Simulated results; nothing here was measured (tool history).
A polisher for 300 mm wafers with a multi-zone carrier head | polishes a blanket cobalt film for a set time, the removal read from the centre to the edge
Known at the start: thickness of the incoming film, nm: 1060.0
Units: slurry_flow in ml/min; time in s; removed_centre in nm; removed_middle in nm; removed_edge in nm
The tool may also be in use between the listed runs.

{"run": 1, "hour": 0.0, "slurry_flow": 150, "centre_zone": 1.0, "middle_zone": 1.0, "edge_zone": 1.0, "time": 41, "removed_centre": 276.62, "removed_middle": 281.88, "removed_edge": 290.51}
{"run": 2, "hour": 2.6, "slurry_flow": 150, "centre_zone": 1.0, "middle_zone": 0.95, "edge_zone": 1.0, "time": 41, "removed_centre": 273.05, "removed_middle": 277.02, "removed_edge": 281.06}
{"run": 3, "hour": 10.8, "slurry_flow": 145, "centre_zone": 0.99, "middle_zone": 0.94, "edge_zone": 0.99, "time": 40, "removed_centre": 270.59, "removed_middle": 263.66, "removed_edge": 281.5}
{"run": 4, "hour": 14.2, "slurry_flow": 145, "centre_zone": 0.99, "middle_zone": 0.94, "edge_zone": 1.04, "time": 40, "removed_centre": 270.56, "removed_middle": 266.81, "removed_edge": 286.79}
{"run": 5, "hour": 14.7, "slurry_flow": 145, "centre_zone": 0.99, "middle_zone": 0.94, "edge_zone": 1.09, "time": 40, "removed_centre": 264.31, "removed_middle": 266.1, "removed_edge": 289.5}
{"hour": 20.0, "done": "edge zone pressure recalibrated"}
{"run": 6, "hour": 20.0, "slurry_flow": 145, "centre_zone": 0.99, "middle_zone": 0.94, "edge_zone": 1.15, "time": 40, "removed_centre": 266.35, "removed_middle": 266.55, "removed_edge": 284.27}
{"run": 7, "hour": 27.7, "slurry_flow": 145, "centre_zone": 0.99, "middle_zone": 0.95, "edge_zone": 1.15, "time": 38, "removed_centre": 258.31, "removed_middle": 253.84, "removed_edge": 272.67}
{"run": 8, "hour": 30.8, "slurry_flow": 145, "centre_zone": 0.98, "middle_zone": 0.96, "edge_zone": 1.15, "time": 36, "removed_centre": 244.24, "removed_middle": 242.9, "removed_edge": 259.04}
{"run": 9, "hour": 31.7, "slurry_flow": 145, "centre_zone": 0.97, "middle_zone": 0.97, "edge_zone": 1.15, "time": 34, "removed_centre": 225.2, "removed_middle": 226.98, "removed_edge": 244.31}
{"run": 10, "hour": 36.4, "slurry_flow": 115, "centre_zone": 0.87, "middle_zone": 0.91, "edge_zone": 1.05, "time": 26, "removed_centre": 143.79, "removed_middle": 161.47, "removed_edge": 174.91}
{"run": 11, "hour": 39.7, "slurry_flow": 120, "centre_zone": 0.88, "middle_zone": 0.92, "edge_zone": 1.04, "time": 26, "removed_centre": 151.13, "removed_middle": 161.59, "removed_edge": 170.16}

Forecast run 12:
{"run": 12, "hour": 45.7, "slurry_flow": 160, "centre_zone": 0.88, "middle_zone": 0.97, "edge_zone": 1.07, "time": 26, "removed_centre": "?", "removed_middle": "?", "removed_edge": "?"}

{"run 12": {"removed_centre": 157.08, "removed_middle": 178.59, "removed_edge": 184.44}}
